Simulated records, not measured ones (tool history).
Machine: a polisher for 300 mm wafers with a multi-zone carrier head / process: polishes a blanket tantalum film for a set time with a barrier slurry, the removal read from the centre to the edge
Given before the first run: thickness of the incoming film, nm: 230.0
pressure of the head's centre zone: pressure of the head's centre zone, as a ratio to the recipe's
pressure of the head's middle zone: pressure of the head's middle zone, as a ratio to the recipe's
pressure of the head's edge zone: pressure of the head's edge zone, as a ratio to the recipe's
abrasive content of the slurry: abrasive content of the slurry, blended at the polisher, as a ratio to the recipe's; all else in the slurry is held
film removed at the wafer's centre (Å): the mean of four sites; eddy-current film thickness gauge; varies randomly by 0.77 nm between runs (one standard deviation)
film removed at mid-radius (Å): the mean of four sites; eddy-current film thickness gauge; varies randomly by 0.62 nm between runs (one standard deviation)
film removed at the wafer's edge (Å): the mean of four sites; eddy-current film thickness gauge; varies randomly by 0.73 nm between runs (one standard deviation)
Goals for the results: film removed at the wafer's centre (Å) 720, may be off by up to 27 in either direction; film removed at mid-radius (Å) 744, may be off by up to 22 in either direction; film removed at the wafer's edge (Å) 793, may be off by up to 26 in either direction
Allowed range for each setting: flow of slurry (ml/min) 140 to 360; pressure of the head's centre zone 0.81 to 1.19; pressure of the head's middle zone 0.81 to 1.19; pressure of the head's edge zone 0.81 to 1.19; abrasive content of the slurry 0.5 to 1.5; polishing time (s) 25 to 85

run    day  flow of slurry (ml/min)  pressure of the head's centre zone  pressure of the head's middle zone  pressure of the head's edge zone  abrasive content of the slurry  polishing time (s)  film removed at the wafer's centre (Å)  film removed at mid-radius (Å)  film removed at the wafer's edge (Å)
  1      0                      230                                   1                                   1                                 1                               1                  55                                  901.75                          887.05                                932.57
  2  0.225                      230                                   1                                0.97                                 1                               1                  55                                  921.83                          862.84                                936.63
  3  0.471                      185                                   1                                0.97                                 1                               1                  55                                  864.66                          835.74                                918.14
  4  0.746                      180                                0.97                                0.96                              0.96                            0.95                  55                                  828.41                          811.48                                 881.3
  5  0.942                      175                                0.94                                0.95                              0.93                             0.9                  55                                  800.86                          794.95                                852.51
  6  0.967                      175                                0.94                                0.95                              0.98                             0.9                  55                                  814.17                          790.64                                880.06
  7    1.1                      170                                0.92                                0.95                              0.95                            0.85                  55                                  782.13                          787.09                                854.91
  8  1.258                      165                                0.91                                0.94                              0.93                             0.8                  55                                  763.13                          760.03                                829.34

Of the 5 settings listed for the next run, only one would bring every result within its allowed miss of target. Which one?
  A  1.417                      160                                0.92                                0.99                              0.98                             0.8                  52                                       ?                               ?                                     ?
  B  1.417                      140                                0.87                                0.85                              0.95                            0.75                  61                                       ?                               ?                                     ?
  C  1.417                      140                                0.81                                1.07                              0.82                             0.7                  55                                       ?                               ?                                     ?
  D  1.417                      260                                1.08                                0.98                              0.96                            0.65                  51                                       ?                               ?                                     ?
  E  1.417                      160                                0.81                                0.96                              0.91                             0.8                  51                                       ?                               ?                                     ?

move  film removed at the wafer's centre (Å)  film removed at mid-radius (Å)  film removed at the wafer's edge (Å)
   A                                  709.04                          742.51                                778.34
   B                                     759                          730.98                                868.83
   C                                  641.43                          784.68                                726.64
   D                                  803.34                          738.14                                758.99
   E                                  638.29                          709.97                                742.58
A: every result lands within tolerance
B: the biggest miss grows against the last run
C: carries the result that was furthest off beyond its target, to the other side
D: the biggest miss grows against the last run
E: carries the result that was furthest off beyond its target, to the other side
Go with A: it meets all targets.
